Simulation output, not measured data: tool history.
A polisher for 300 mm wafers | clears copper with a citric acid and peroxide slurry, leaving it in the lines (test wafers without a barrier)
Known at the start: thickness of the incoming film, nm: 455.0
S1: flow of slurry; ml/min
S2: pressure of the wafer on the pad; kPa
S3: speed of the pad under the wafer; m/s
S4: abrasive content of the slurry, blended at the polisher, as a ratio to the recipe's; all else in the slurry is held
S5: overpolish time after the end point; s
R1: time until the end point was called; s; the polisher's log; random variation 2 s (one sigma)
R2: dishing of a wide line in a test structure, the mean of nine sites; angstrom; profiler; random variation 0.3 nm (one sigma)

run	day	S1	S2	S3	S4	S5	R1	R2
1	0.000	135	20.7	1.34	1.0	22	148.22	462.09
2	0.050	135	20.0	1.36	1.0	20	154.38	422.23
3	0.146	135	19.3	1.34	1.0	19	162.61	373.27
4	0.208	110	19.3	1.34	1.0	19	168.83	364.13
5	0.412	110	19.3	1.34	1.0	15	166.07	306.02
6	0.629	110	19.3	1.54	1.0	15	146.05	340.69

Run 7 comes next. What will it give?
7	0.783	105	18.6	1.56	1.0	14	?	?

Run 7 gave R1 151.20 s, R2 301.05 angstrom.
